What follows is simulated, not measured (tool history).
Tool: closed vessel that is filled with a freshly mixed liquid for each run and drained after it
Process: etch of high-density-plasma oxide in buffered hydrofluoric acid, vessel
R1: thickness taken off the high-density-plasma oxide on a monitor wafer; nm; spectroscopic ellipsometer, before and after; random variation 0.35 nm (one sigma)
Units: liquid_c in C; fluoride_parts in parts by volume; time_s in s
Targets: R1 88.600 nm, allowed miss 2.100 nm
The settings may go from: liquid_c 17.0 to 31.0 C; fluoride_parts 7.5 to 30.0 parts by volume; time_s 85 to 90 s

{"run": 1, "hour": 0.0, "liquid_c": 23.0, "fluoride_parts": 20.5, "time_s": 85, "R1": 69.452}
{"run": 2, "hour": 3.0, "liquid_c": 23.0, "fluoride_parts": 20.5, "time_s": 85, "R1": 69.831}
{"run": 3, "hour": 6.1, "liquid_c": 23.5, "fluoride_parts": 20.5, "time_s": 85, "R1": 71.791}
{"run": 4, "hour": 9.4, "liquid_c": 23.5, "fluoride_parts": 17.0, "time_s": 85, "R1": 83.731}
{"run": 5, "hour": 12.9, "liquid_c": 23.5, "fluoride_parts": 19.0, "time_s": 85, "R1": 75.436}
{"run": 6, "hour": 15.0, "liquid_c": 21.0, "fluoride_parts": 19.0, "time_s": 85, "R1": 65.987}
{"hour": 20.9, "done": "hydrofluoric acid flow meter replaced"}
{"run": 7, "hour": 20.9, "liquid_c": 21.5, "fluoride_parts": 19.0, "time_s": 85, "R1": 72.487}
{"run": 8, "hour": 27.5, "liquid_c": 22.5, "fluoride_parts": 19.0, "time_s": 85, "R1": 76.701}
{"run": 9, "hour": 36.1, "liquid_c": 22.5, "fluoride_parts": 19.0, "time_s": 85, "R1": 76.269}
{"run": 10, "hour": 40.8, "liquid_c": 23.0, "fluoride_parts": 19.0, "time_s": 85, "R1": 78.992}
{"run": 11, "hour": 41.9, "liquid_c": 23.5, "fluoride_parts": 19.0, "time_s": 85, "R1": 80.827}

4 next moves are on the table. One of them brings every result within its allowed miss. Which?
{"run": "A", "hour": 43.0, "liquid_c": 22.5, "fluoride_parts": 20.0, "time_s": 90, "R1": "?"}
{"run": "B", "hour": 43.0, "liquid_c": 17.0, "fluoride_parts": 15.0, "time_s": 90, "R1": "?"}
{"run": "C", "hour": 43.0, "liquid_c": 19.5, "fluoride_parts": 16.0, "time_s": 90, "R1": "?"}
{"run": "D", "hour": 43.0, "liquid_c": 23.0, "fluoride_parts": 17.0, "time_s": 85, "R1": "?"}

move=A R1=77.515
move=B R1=75.571
move=C R1=81.724
move=D R1=88.340
A: further off than the last run
B: further off than the last run
C: nearer than the last run, and not there yet
D: meets every target
Answer: D

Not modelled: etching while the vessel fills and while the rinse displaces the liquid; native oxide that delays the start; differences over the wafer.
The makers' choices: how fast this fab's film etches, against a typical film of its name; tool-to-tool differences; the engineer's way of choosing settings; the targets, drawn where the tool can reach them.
